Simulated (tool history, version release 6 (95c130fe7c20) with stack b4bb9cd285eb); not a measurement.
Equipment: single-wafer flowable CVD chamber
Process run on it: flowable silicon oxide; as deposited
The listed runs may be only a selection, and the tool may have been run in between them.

run	day	heater temperature setpoint (K)	chamber pressure (Torr)	RF power (kW)	deposition time (s)	mean film thickness on the monitor wafer (angstrom)
1	0	378.15	0.668	2.51	508	2105.2
2	0.146	378.15	0.576	2.51	508	1827.3
3	0.317	377.15	0.576	2.51	508	1869.1
4	0.554	376.15	0.576	2.51	508	1961.2
# day 0.846: capacitance manometer re-zeroed and calibrated
5	0.846	385.15	0.576	2.51	508	1339.2
6	1.125	384.15	0.576	2.51	508	1380.4
7	1.383	383.15	0.576	2.51	508	1429.7

Run 8, settings as shown, results not yet in. Your forecast:
8	1.596	382.15	0.576	2.51	508	?

Run 8 came out at mean film thickness on the monitor wafer (angstrom) 1485.1.

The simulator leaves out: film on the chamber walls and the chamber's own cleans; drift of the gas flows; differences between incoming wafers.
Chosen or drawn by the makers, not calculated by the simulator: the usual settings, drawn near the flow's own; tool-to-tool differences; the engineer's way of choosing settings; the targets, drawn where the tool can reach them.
